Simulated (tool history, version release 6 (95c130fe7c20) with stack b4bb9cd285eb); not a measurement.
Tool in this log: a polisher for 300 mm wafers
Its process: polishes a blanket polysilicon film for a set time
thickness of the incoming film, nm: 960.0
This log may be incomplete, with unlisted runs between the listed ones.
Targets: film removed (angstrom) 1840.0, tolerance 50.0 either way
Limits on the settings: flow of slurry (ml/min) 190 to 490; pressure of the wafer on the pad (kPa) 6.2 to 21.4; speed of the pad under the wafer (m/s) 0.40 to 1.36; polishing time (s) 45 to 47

run	hour	flow of slurry (ml/min)	pressure of the wafer on the pad (kPa)	speed of the pad under the wafer (m/s)	polishing time (s)	film removed (angstrom)
1	0.0	315	13.8	0.88	45	2303.0
2	2.2	315	13.1	0.88	45	2192.8
3	7.1	315	11.7	0.88	45	1985.4
4	14.9	260	11.7	0.88	45	1909.6
5	23.9	260	14.5	0.88	45	2352.2
6	29.9	255	13.8	0.88	45	2275.9
7	35.8	255	13.1	0.88	45	2148.6
8	42.2	250	11.7	0.88	45	1923.5
9	48.6	245	11.7	0.88	45	1930.9

Exercise: of the 5 proposed moves below, exactly one satisfies all targets within the stated allowed misses. Which move is it?
A	55.0	190	13.8	0.74	45	?
B	55.0	290	10.3	0.90	45	?
C	55.0	200	11.0	0.86	45	?
D	55.0	250	13.1	0.68	47	?
E	55.0	220	12.4	0.76	45	?

move	film removed (angstrom)
A	1964.2
B	1765.1
C	1741.3
D	1940.2
E	1842.6
A: its largest miss is bigger than the last run's
B: pushes the last run's worst result past its target
C: pushes the last run's worst result past its target
D: its largest miss is bigger than the last run's
E: in spec on every target
Go with E: it meets all targets.
